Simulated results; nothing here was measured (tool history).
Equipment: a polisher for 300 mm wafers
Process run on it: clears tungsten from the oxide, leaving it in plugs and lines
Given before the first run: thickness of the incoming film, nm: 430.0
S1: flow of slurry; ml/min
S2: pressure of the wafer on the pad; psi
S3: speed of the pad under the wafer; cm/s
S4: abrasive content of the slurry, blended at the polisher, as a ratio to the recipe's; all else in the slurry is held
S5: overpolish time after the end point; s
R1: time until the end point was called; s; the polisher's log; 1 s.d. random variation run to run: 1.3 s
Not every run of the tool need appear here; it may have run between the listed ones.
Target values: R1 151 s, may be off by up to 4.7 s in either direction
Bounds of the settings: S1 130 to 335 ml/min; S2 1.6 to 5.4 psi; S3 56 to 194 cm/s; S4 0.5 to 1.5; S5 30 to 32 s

run  hour   S1   S2   S3   S4  S5      R1
  1     0  215  3.5  124    1  30  77.699
  2   7.5  215  3.5  124  1.2  30  73.573
  3     9  210    3  118  1.2  30  88.183
  4  13.4  210  2.6  112  1.2  30  103.08
  5  17.1  210  2.3  108  1.2  30  117.12
  6  18.2  210  2.3  108  1.2  32  118.69
  7  24.2  210  2.1  106  1.2  32   128.1
  8  31.4  200  1.6  104  1.2  32  160.42
     34.5  -- slurry nozzle cleaned
  9  34.5  205  1.6  104  1.2  32  156.45
 10    38  210  1.6  104  1.2  32  157.99

Which one of the following 4 next-run settings gets every result inside its allowed miss? There is exactly one.
  A  41.5  205  1.7  104   1.2  32   ?
  B  41.5  225  1.6   96  1.15  32   ?
  C  41.5  170  2.5   68     1  32   ?
  D  41.5  255  1.6   98  1.15  30   ?

move      R1
   A  149.19
   B  167.32
   C  167.64
   D  162.64
A: meets every target
B: misses by more than the last run did
C: misses by more than the last run did
D: misses by more than the last run did
So the answer is move A, the one that meets all the targets.

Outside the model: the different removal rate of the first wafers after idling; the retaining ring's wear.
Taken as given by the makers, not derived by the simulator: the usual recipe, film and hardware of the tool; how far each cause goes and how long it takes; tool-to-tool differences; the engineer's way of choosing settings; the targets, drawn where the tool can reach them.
